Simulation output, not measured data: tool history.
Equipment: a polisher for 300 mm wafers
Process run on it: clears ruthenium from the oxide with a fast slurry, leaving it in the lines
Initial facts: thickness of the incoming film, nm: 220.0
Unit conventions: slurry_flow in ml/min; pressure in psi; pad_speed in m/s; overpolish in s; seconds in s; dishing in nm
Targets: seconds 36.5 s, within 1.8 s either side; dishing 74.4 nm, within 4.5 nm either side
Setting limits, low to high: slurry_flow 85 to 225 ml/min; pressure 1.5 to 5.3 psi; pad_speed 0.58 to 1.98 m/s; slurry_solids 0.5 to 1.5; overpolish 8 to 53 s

run,day,slurry_flow,pressure,pad_speed,slurry_solids,overpolish,seconds,dishing
1,0,145,3.4,1.28,1,27,34.901,138.4
2,0.262,145,3.4,1.16,1,27,37.193,130.46
3,0.604,145,3.4,0.94,1,27,43.202,118.92
4,0.775,145,3.4,0.94,1,36,43.9,143.22
5,1.054,180,3.4,0.94,1,36,41.473,149.47
6,1.329,200,3.4,0.94,1,36,40.268,152.98
7,1.654,190,3.8,0.94,1,23,36.764,120.52
8,1.988,190,3.8,0.94,1,21,36.608,106.9
9,2.346,190,3.8,0.94,1,20,37.581,104.81
# day 2.529: slurry nozzle cleaned
10,2.529,195,3.8,0.94,1,19,34.156,102.56
11,2.842,185,3.5,0.94,1,8,38.259,46.232

Of the 5 settings listed for the next run, only one would bring every result within its allowed miss of target. Which one?
A,3.154,175,3.1,1.26,0.9,13,?,?
B,3.154,225,3.7,0.8,1.2,16,?,?
C,3.154,155,3.5,0.82,1.2,10,?,?
D,3.154,150,2.8,1.2,0.95,16,?,?
E,3.154,170,3.4,0.86,1,15,?,?

move,seconds,dishing
A,36.166,77.369
B,36.903,90.698
C,40.375,55.687
D,41.336,82.429
E,42.366,76.367
A: in spec on every target
B: moves the result that the last run missed by most past its target, out the other side
C: closer than the last run, but not yet in spec
D: moves the result that the last run missed by most past its target, out the other side
E: the worst result of the last run now meets its target, but another is out of spec
Move A is the one to make.
